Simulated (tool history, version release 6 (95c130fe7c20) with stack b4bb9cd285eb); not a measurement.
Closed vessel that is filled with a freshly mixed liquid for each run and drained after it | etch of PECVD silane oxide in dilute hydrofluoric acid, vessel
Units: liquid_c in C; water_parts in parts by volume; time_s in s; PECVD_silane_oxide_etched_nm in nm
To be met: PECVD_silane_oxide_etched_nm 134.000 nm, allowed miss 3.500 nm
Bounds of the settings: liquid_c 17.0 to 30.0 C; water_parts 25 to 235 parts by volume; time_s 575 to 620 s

run	day	liquid_c	water_parts	time_s	PECVD_silane_oxide_etched_nm
1	0.000	22.0	130	575	69.716
2	0.142	20.5	130	575	65.981
3	0.288	22.5	120	575	78.224
4	0.321	22.5	120	575	78.434
5	0.392	24.0	115	575	86.031
6	0.767	24.0	155	575	60.663
7	0.929	25.5	140	575	73.517
8	1.117	26.5	130	575	83.543
9	1.196	26.5	130	575	84.181
10	1.375	27.0	120	575	92.696

4 next moves are on the table. One of them brings every result within its allowed miss. Which?
A	1.554	28.0	110	575	?
B	1.554	28.5	85	620	?
C	1.554	29.0	95	590	?
D	1.554	28.5	100	585	?

move	PECVD_silane_oxide_etched_nm
A	106.720
B	157.040
C	134.410
D	123.370
A: nearer than the last run, and not there yet
B: takes the result that was furthest off past its target
C: meets every target
D: nearer than the last run, and not there yet
Answer: C
